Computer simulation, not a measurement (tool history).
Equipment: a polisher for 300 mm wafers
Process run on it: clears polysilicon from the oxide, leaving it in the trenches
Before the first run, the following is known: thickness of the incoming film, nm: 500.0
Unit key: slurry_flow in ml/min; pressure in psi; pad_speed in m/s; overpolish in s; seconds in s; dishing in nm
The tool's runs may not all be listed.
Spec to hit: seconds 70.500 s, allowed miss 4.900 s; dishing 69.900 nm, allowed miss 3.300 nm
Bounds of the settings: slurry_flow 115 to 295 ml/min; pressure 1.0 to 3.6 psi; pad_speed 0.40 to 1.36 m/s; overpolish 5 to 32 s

| run | hour | slurry_flow | pressure | pad_speed | overpolish | seconds | dishing |
|---|---|---|---|---|---|---|---|
| 1 | 0.0 | 190 | 2.3 | 0.88 | 16 | 39.797 | 78.938 |
| 2 | 5.0 | 190 | 2.3 | 0.88 | 21 | 40.462 | 80.873 |
| 3 | 10.8 | 235 | 2.3 | 0.88 | 21 | 39.885 | 82.484 |
| 4 | 19.3 | 235 | 2.1 | 0.86 | 21 | 44.445 | 79.670 |
| 5 | 24.9 | 235 | 2.1 | 1.02 | 21 | 39.818 | 84.055 |
| 6 | 30.1 | 235 | 1.9 | 1.00 | 21 | 44.996 | 81.061 |
| 7 | 31.0 | 235 | 1.8 | 1.00 | 21 | 45.609 | 80.798 |
| 8 | 34.1 | 235 | 1.7 | 0.98 | 21 | 49.102 | 81.023 |
| 9 | 38.7 | 230 | 1.1 | 0.92 | 15 | 77.349 | 58.378 |
| 10 | 39.7 | 230 | 1.1 | 0.92 | 16 | 79.762 | 60.870 |
| 11 | 46.9 | 230 | 1.1 | 0.92 | 17 | 77.657 | 64.193 |
| 12 | 52.6 | 230 | 1.2 | 0.92 | 18 | 73.016 | 67.477 |

Below are 4 possible settings for the next run. Only one of them brings all results inside the allowed miss of their targets. Which is it?
| A | 58.3 | 245 | 1.1 | 0.90 | 18 | ? | ? |
| B | 58.3 | 235 | 1.2 | 0.80 | 17 | ? | ? |
| C | 58.3 | 225 | 1.0 | 1.00 | 26 | ? | ? |
| D | 58.3 | 235 | 1.4 | 0.76 | 21 | ? | ? |

| move | seconds | dishing |
|---|---|---|
| A | 77.189 | 63.153 |
| B | 77.604 | 61.267 |
| C | 78.814 | 72.642 |
| D | 69.465 | 70.452 |
A: the biggest miss grows against the last run
B: the biggest miss grows against the last run
C: puts the biggest miss on target and leaves a different result outside tolerance
D: all results in spec
The right move is D.
